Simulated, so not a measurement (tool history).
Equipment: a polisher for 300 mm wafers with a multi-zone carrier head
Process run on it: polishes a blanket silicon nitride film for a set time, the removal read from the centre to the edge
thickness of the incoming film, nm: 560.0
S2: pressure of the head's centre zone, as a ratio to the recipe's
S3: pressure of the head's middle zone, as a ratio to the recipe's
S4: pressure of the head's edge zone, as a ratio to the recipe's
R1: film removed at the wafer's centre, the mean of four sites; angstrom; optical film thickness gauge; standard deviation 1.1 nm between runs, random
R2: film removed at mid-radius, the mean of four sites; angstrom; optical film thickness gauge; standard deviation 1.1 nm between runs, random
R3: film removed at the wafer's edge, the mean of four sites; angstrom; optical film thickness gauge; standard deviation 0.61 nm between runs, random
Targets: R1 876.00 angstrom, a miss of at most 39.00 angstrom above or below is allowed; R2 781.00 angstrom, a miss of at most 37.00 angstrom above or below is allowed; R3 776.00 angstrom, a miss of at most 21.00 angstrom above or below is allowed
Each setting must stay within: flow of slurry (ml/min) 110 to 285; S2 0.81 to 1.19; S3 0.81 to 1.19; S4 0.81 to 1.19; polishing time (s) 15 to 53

run 1 hour=0.0 | flow_of_slurry_(ml/min)=180 S2=1.00 S3=1.00 S4=1.00 polishing_time_(s)=34 | R1=1020.60 R2=1082.50 R3=1038.70
run 2 hour=3.5 | flow_of_slurry_(ml/min)=180 S2=1.00 S3=1.00 S4=1.00 polishing_time_(s)=39 | R1=1202.40 R2=1224.80 R3=1176.20
run 3 hour=12.2 | flow_of_slurry_(ml/min)=180 S2=1.00 S3=1.00 S4=1.00 polishing_time_(s)=34 | R1=1057.10 R2=1059.30 R3=1022.50
run 4 hour=14.0 | flow_of_slurry_(ml/min)=225 S2=1.00 S3=1.00 S4=1.00 polishing_time_(s)=34 | R1=1096.00 R2=1087.10 R3=1063.20
run 5 hour=18.6 | flow_of_slurry_(ml/min)=225 S2=1.00 S3=1.04 S4=1.00 polishing_time_(s)=34 | R1=1091.50 R2=1134.80 R3=1066.80
run 6 hour=20.6 | flow_of_slurry_(ml/min)=225 S2=0.95 S3=1.04 S4=1.00 polishing_time_(s)=34 | R1=1028.00 R2=1150.80 R3=1051.30
run 7 hour=27.1 | flow_of_slurry_(ml/min)=220 S2=0.96 S3=1.01 S4=0.97 polishing_time_(s)=33 | R1=1012.00 R2=1070.20 R3=1008.80
run 8 hour=30.2 | flow_of_slurry_(ml/min)=220 S2=0.96 S3=1.01 S4=0.97 polishing_time_(s)=33 | R1=996.48 R2=1082.30 R3=1008.10
run 9 hour=31.4 | flow_of_slurry_(ml/min)=220 S2=0.96 S3=1.01 S4=0.97 polishing_time_(s)=33 | R1=988.71 R2=1096.80 R3=1001.70
run 10 hour=39.6 | flow_of_slurry_(ml/min)=215 S2=0.98 S3=0.98 S4=0.95 polishing_time_(s)=32 | R1=981.55 R2=1018.40 R3=962.17
run 11 hour=41.5 | flow_of_slurry_(ml/min)=210 S2=0.99 S3=0.95 S4=0.93 polishing_time_(s)=31 | R1=994.99 R2=959.26 R3=908.94
run 12 hour=50.4 | flow_of_slurry_(ml/min)=160 S2=0.90 S3=0.85 S4=0.86 polishing_time_(s)=28 | R1=754.49 R2=745.00 R3=773.86
run 13 hour=59.1 | flow_of_slurry_(ml/min)=170 S2=0.92 S3=0.85 S4=0.85 polishing_time_(s)=28 | R1=790.35 R2=769.26 R3=775.16
run 14 hour=61.9 | flow_of_slurry_(ml/min)=175 S2=0.93 S3=0.85 S4=0.85 polishing_time_(s)=28 | R1=788.85 R2=759.26 R3=784.28
run 15 hour=67.3 | flow_of_slurry_(ml/min)=180 S2=0.95 S3=0.86 S4=0.84 polishing_time_(s)=28 | R1=816.42 R2=782.21 R3=777.55
run 16 hour=72.3 | flow_of_slurry_(ml/min)=185 S2=0.96 S3=0.86 S4=0.84 polishing_time_(s)=28 | R1=803.71 R2=783.80 R3=785.28

Of the 4 settings listed for the next run, only one would bring every result within its allowed miss of target. Which one?
run A hour=77.3 | flow_of_slurry_(ml/min)=185 S2=1.16 S3=0.83 S4=0.84 polishing_time_(s)=27 | R1=? R2=? R3=?
run B hour=77.3 | flow_of_slurry_(ml/min)=180 S2=0.93 S3=0.81 S4=0.98 polishing_time_(s)=28 | R1=? R2=? R3=?
run C hour=77.3 | flow_of_slurry_(ml/min)=130 S2=1.02 S3=1.01 S4=0.93 polishing_time_(s)=28 | R1=? R2=? R3=?
run D hour=77.3 | flow_of_slurry_(ml/min)=130 S2=1.02 S3=0.87 S4=0.81 polishing_time_(s)=30 | R1=? R2=? R3=?

move=A R1=952.61 R2=722.44 R3=762.03
move=B R1=786.58 R2=731.82 R3=845.81
move=C R1=802.52 R2=822.31 R3=784.63
move=D R1=858.99 R2=777.92 R3=791.39
A: moves the result that the last run missed by most past its target, out the other side
B: moves away from the targets compared with the last run
C: just as far off the targets as the last run
D: all results in spec
Answer: D

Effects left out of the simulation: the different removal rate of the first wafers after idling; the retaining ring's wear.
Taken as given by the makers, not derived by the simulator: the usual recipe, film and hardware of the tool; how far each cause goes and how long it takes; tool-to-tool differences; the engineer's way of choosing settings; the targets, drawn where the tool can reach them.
